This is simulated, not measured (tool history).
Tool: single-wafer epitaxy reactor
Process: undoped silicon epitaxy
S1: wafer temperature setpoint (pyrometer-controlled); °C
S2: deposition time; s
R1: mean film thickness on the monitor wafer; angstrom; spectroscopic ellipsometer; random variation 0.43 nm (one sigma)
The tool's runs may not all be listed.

| run | hour | S1 | S2 | R1 |
|---|---|---|---|---|
| 1 | 0.0 | 675 | 212 | 535.53 |
| 2 | 7.3 | 680 | 212 | 592.88 |
| 3 | 15.2 | 683 | 212 | 631.62 |
| 4 | 15.9 | 683 | 199 | 590.99 |
| 5 | 18.6 | 693 | 199 | 722.83 |
| 6 | 25.7 | 694 | 199 | 730.14 |
| 7 | 33.2 | 695 | 199 | 751.70 |
| 8 | 33.9 | 696 | 199 | 761.14 |

Forecast run 9:
| 9 | 38.9 | 697 | 199 | ? |

Run 9 gave R1 774.31 angstrom.
